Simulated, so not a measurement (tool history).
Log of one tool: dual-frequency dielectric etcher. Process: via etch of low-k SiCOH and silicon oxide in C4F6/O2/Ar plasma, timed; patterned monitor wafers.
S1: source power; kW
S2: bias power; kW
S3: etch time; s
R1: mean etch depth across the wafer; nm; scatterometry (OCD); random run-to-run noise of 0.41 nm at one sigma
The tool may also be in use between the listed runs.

{"run": 1, "hour": 0.0, "S1": 0.31, "S2": 0.224, "S3": 69, "R1": 175.6}
{"run": 2, "hour": 3.6, "S1": 0.31, "S2": 0.224, "S3": 72, "R1": 183.76}
{"run": 3, "hour": 8.1, "S1": 0.33, "S2": 0.224, "S3": 72, "R1": 187.55}
{"run": 4, "hour": 12.7, "S1": 0.33, "S2": 0.203, "S3": 72, "R1": 179.46}
{"run": 5, "hour": 15.0, "S1": 0.33, "S2": 0.203, "S3": 69, "R1": 171.98}
{"run": 6, "hour": 17.3, "S1": 0.3, "S2": 0.203, "S3": 69, "R1": 167.36}
{"run": 7, "hour": 25.0, "S1": 0.33, "S2": 0.208, "S3": 69, "R1": 173.98}

Run 8 comes next. What will it give?
{"run": 8, "hour": 27.0, "S1": 0.35, "S2": 0.209, "S3": 69, "R1": "?"}

Run 8 came out at R1 177.29 nm.
